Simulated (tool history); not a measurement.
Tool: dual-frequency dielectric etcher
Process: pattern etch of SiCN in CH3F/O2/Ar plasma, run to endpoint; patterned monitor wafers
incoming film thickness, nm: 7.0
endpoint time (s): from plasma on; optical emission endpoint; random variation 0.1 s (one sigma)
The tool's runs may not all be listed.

| run | hour | source power (kW) | bias power (kW) | endpoint time (s) |
|---|---|---|---|---|
| 1 | 0.0 | 0.420 | 0.066 | 18.216 |
| 2 | 8.2 | 0.440 | 0.067 | 17.979 |
| 3 | 14.1 | 0.450 | 0.068 | 17.908 |
| 4 | 15.1 | 0.420 | 0.068 | 18.255 |
| 5 | 20.8 | 0.440 | 0.069 | 17.932 |
| 6 | 28.8 | 0.470 | 0.069 | 17.477 |
| 7 | 33.7 | 0.480 | 0.070 | 17.084 |
| 8 | 39.1 | 0.490 | 0.070 | 16.965 |

Run 9 comes next. What will it give?
| 9 | 42.1 | 0.510 | 0.071 | ? |

{"run 9": {"endpoint time (s)": 16.846}}

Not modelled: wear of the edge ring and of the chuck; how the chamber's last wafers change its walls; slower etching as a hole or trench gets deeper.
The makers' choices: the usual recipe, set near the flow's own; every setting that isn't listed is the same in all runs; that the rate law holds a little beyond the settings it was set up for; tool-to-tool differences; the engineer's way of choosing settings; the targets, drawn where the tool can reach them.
